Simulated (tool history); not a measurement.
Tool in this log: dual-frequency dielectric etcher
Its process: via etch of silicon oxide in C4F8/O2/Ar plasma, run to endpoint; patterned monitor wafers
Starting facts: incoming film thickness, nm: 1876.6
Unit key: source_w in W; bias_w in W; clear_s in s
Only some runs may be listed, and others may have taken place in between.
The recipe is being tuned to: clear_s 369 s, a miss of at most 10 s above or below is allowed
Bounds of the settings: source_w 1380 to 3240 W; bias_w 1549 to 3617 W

run 1 hour=0 | source_w=2310 bias_w=2583 | clear_s=277.7
run 2 hour=2.5 | source_w=2210 bias_w=2470 | clear_s=289.02
run 3 hour=8.7 | source_w=2210 bias_w=2241 | clear_s=299.82
run 4 hour=9.7 | source_w=2210 bias_w=2470 | clear_s=289.26
run 5 hour=16.4 | source_w=2130 bias_w=2404 | clear_s=299.25
run 6 hour=17.6 | source_w=2060 bias_w=2376 | clear_s=305.72
run 7 hour=26 | source_w=1990 bias_w=2353 | clear_s=314.59
run 8 hour=30.5 | source_w=1530 bias_w=1990 | clear_s=412.53
run 9 hour=31.5 | source_w=1870 bias_w=2028 | clear_s=346.39
run 10 hour=34 | source_w=1870 bias_w=2028 | clear_s=342.15
run 11 hour=42.5 | source_w=1460 bias_w=1855 | clear_s=436.95
-- hour=47.6 source power generator calibrated
run 12 hour=47.6 | source_w=1500 bias_w=1860 | clear_s=436.4
run 13 hour=54.7 | source_w=1540 bias_w=1864 | clear_s=415.51
run 14 hour=59.2 | source_w=1570 bias_w=1868 | clear_s=418.31
run 15 hour=68 | source_w=1600 bias_w=1871 | clear_s=403.59
run 16 hour=70.1 | source_w=2010 bias_w=1999 | clear_s=330.98
run 17 hour=71.6 | source_w=1980 bias_w=1995 | clear_s=337.64
run 18 hour=73.3 | source_w=1960 bias_w=1992 | clear_s=341.59
run 19 hour=75.4 | source_w=1940 bias_w=1989 | clear_s=345.69
run 20 hour=78.6 | source_w=1920 bias_w=1987 | clear_s=341.53
run 21 hour=79.6 | source_w=1480 bias_w=1773 | clear_s=442.5
run 22 hour=84.8 | source_w=1520 bias_w=1778 | clear_s=430.09
run 23 hour=86 | source_w=1560 bias_w=1782 | clear_s=417.28
run 24 hour=87.8 | source_w=1590 bias_w=1786 | clear_s=411.37
run 25 hour=90.1 | source_w=1610 bias_w=1790 | clear_s=408.35

Of the 4 settings listed for the next run, only one would bring every result within its allowed miss of target. Which one?
run A hour=92.4 | source_w=1880 bias_w=1619 | clear_s=?
run B hour=92.4 | source_w=1620 bias_w=1890 | clear_s=?
run C hour=92.4 | source_w=1640 bias_w=1842 | clear_s=?
run D hour=92.4 | source_w=1720 bias_w=1731 | clear_s=?

move=A clear_s=372.92
move=B clear_s=403.7
move=C clear_s=402.2
move=D clear_s=392.93
A: meets every target
B: gains on the last run, yet a result remains outside its allowed miss
C: gains on the last run, yet a result remains outside its allowed miss
D: gains on the last run, yet a result remains outside its allowed miss
The move that meets every target is A.
